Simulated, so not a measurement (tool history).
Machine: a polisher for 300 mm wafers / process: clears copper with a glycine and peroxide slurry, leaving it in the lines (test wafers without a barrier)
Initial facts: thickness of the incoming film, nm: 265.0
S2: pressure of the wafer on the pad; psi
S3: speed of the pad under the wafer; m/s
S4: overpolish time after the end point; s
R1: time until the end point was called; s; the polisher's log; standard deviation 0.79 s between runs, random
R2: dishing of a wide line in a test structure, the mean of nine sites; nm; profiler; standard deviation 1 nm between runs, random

Run 1, hour 0.0: flow of slurry (ml/min) 220, S2 2.1 psi, S3 0.78 m/s, S4 23 s. Result: R1 85.105 s, R2 50.730 nm.
Run 2, hour 3.3: flow of slurry (ml/min) 270, S2 2.1 psi, S3 0.78 m/s, S4 23 s. Result: R1 84.387 s, R2 51.468 nm.
Run 3, hour 4.1: flow of slurry (ml/min) 245, S2 2.1 psi, S3 0.78 m/s, S4 23 s. Result: R1 84.216 s, R2 50.987 nm.
Run 4, hour 5.5: flow of slurry (ml/min) 245, S2 2.1 psi, S3 0.96 m/s, S4 23 s. Result: R1 72.187 s, R2 56.507 nm.
Run 5, hour 13.3: flow of slurry (ml/min) 245, S2 2.1 psi, S3 0.94 m/s, S4 26 s. Result: R1 73.233 s, R2 64.222 nm.
Run 6, hour 15.9: flow of slurry (ml/min) 245, S2 2.0 psi, S3 0.94 m/s, S4 28 s. Result: R1 75.513 s, R2 64.441 nm.

Run 7 comes next. What will it give?
Run 7, hour 17.1: flow of slurry (ml/min) 245, S2 2.0 psi, S3 0.92 m/s, S4 30 s. Result: R1 ?, R2 ?.

Run 7 came out at R1 77.517 s, R2 68.004 nm.
